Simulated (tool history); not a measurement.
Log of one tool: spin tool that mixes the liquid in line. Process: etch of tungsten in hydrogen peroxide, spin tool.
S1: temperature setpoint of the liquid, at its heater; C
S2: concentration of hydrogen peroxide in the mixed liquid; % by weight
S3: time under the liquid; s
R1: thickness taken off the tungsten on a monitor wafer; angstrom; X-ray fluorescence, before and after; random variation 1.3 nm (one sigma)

run 1 hour=0.0 | S1=58.0 S2=16.5 S3=55 | R1=2349.1
run 2 hour=0.6 | S1=51.5 S2=16.5 S3=55 | R1=1616.9
run 3 hour=2.2 | S1=51.5 S2=15.0 S3=55 | R1=1526.6
run 4 hour=3.9 | S1=54.5 S2=15.0 S3=55 | R1=1831.9
run 5 hour=7.9 | S1=57.0 S2=15.0 S3=55 | R1=2105.0
run 6 hour=13.0 | S1=57.0 S2=15.0 S3=60 | R1=2304.7
run 7 hour=15.2 | S1=58.5 S2=15.0 S3=60 | R1=2519.2

Forecast run 8:
run 8 hour=19.1 | S1=59.5 S2=15.0 S3=60 | R1=?

{"run 8": {"R1": 2669.9}}
